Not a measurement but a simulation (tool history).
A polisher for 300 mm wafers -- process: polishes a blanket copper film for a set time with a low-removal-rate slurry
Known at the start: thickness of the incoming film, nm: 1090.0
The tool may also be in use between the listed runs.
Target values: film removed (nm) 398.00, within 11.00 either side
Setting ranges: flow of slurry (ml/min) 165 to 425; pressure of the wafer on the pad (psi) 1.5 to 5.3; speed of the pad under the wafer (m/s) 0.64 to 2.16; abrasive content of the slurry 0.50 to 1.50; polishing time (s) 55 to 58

run    day  flow of slurry (ml/min)  pressure of the wafer on the pad (psi)  speed of the pad under the wafer (m/s)  abrasive content of the slurry  polishing time (s)  film removed (nm)
  1  0.000                      275                                     3.4                                    1.40                            1.00                  55             308.84
  2  0.092                      275                                     3.4                                    1.24                            1.00                  55             271.06
  3  0.367                      340                                     3.4                                    1.24                            1.00                  55             277.44
  4  0.725                      340                                     3.7                                    1.24                            1.00                  55             294.14
  5  0.833                      340                                     4.0                                    1.24                            1.00                  55             313.85
  6  0.883                      340                                     4.3                                    1.24                            1.00                  55             329.77
  7  1.033                      340                                     4.5                                    1.24                            1.00                  55             340.84
  8  1.283                      345                                     5.2                                    1.24                            1.00                  55             374.34

Next run, 5 choices. One meets every target within its allowed miss, the rest don't. Which?
  A  1.533                      340                                     5.3                                    1.16                            0.95                  57                  ?
  B  1.533                      365                                     5.0                                    1.22                            0.85                  57                  ?
  C  1.533                      370                                     5.3                                    1.20                            0.95                  58                  ?
  D  1.533                      390                                     3.7                                    1.50                            1.15                  56                  ?
  E  1.533                      330                                     5.0                                    1.18                            1.15                  56                  ?

move  film removed (nm)
   A             374.10
   B             370.98
   C             395.99
   D             376.71
   E             367.96
A: no better and no worse than the last run
B: the biggest miss grows against the last run
C: all results land within tolerance of their targets
D: gains on the last run, yet a result remains outside its allowed miss
E: the biggest miss grows against the last run
C is the move that brings every result within its allowed miss.

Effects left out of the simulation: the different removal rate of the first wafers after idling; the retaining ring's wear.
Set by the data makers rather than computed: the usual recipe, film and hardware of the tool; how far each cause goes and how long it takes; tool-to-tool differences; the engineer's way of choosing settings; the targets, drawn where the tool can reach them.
